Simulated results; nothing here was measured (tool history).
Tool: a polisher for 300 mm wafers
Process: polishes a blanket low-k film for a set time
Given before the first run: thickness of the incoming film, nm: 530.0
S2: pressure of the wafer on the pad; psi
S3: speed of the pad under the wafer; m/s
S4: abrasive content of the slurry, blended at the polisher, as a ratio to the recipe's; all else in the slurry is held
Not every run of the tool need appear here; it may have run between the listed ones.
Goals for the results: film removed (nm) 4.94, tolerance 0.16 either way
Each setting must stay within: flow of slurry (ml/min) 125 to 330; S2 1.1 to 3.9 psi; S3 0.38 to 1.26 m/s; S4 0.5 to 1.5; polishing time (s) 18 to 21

run 1 hour=0 | flow_of_slurry_(ml/min)=210 S2=2.5 S3=0.82 S4=1 polishing_time_(s)=21 | film_removed_(nm)=8.7649
run 2 hour=2.5 | flow_of_slurry_(ml/min)=210 S2=2.5 S3=0.82 S4=1 polishing_time_(s)=21 | film_removed_(nm)=8.8671
run 3 hour=3.5 | flow_of_slurry_(ml/min)=210 S2=2.8 S3=0.82 S4=1 polishing_time_(s)=21 | film_removed_(nm)=9.8167
run 4 hour=9.3 | flow_of_slurry_(ml/min)=210 S2=2.5 S3=0.8 S4=1 polishing_time_(s)=21 | film_removed_(nm)=8.7281
run 5 hour=12 | flow_of_slurry_(ml/min)=210 S2=2.2 S3=0.78 S4=1 polishing_time_(s)=21 | film_removed_(nm)=7.603
run 6 hour=17.2 | flow_of_slurry_(ml/min)=210 S2=2.2 S3=0.9 S4=1 polishing_time_(s)=21 | film_removed_(nm)=8.2052
run 7 hour=22 | flow_of_slurry_(ml/min)=210 S2=2 S3=0.88 S4=1 polishing_time_(s)=21 | film_removed_(nm)=7.4634
run 8 hour=27.1 | flow_of_slurry_(ml/min)=210 S2=1.8 S3=0.88 S4=1 polishing_time_(s)=21 | film_removed_(nm)=6.7085
run 9 hour=35.4 | flow_of_slurry_(ml/min)=210 S2=1.7 S3=0.88 S4=1 polishing_time_(s)=21 | film_removed_(nm)=6.3881
run 10 hour=39.2 | flow_of_slurry_(ml/min)=210 S2=1.6 S3=0.88 S4=1 polishing_time_(s)=21 | film_removed_(nm)=6.0314
run 11 hour=44.8 | flow_of_slurry_(ml/min)=210 S2=1.5 S3=0.88 S4=1 polishing_time_(s)=21 | film_removed_(nm)=5.6125
run 12 hour=52.4 | flow_of_slurry_(ml/min)=205 S2=1.4 S3=0.88 S4=1 polishing_time_(s)=21 | film_removed_(nm)=5.2956

4 candidate next runs follow, results not yet known. Just one meets every target within its allowed miss. Identify it.
run A hour=60 | flow_of_slurry_(ml/min)=205 S2=1.5 S3=0.82 S4=1.3 polishing_time_(s)=21 | film_removed_(nm)=?
run B hour=60 | flow_of_slurry_(ml/min)=225 S2=1.4 S3=0.82 S4=0.85 polishing_time_(s)=20 | film_removed_(nm)=?
run C hour=60 | flow_of_slurry_(ml/min)=150 S2=1.8 S3=1.04 S4=0.55 polishing_time_(s)=19 | film_removed_(nm)=?
run D hour=60 | flow_of_slurry_(ml/min)=200 S2=1.2 S3=0.9 S4=0.95 polishing_time_(s)=21 | film_removed_(nm)=?

move=A film_removed_(nm)=5.948
move=B film_removed_(nm)=4.4823
move=C film_removed_(nm)=4.8463
move=D film_removed_(nm)=4.503
A: further off than the last run
B: moves the result that the last run missed by most past its target, out the other side
C: each result inside its tolerance
D: moves the result that the last run missed by most past its target, out the other side
C meets every target.

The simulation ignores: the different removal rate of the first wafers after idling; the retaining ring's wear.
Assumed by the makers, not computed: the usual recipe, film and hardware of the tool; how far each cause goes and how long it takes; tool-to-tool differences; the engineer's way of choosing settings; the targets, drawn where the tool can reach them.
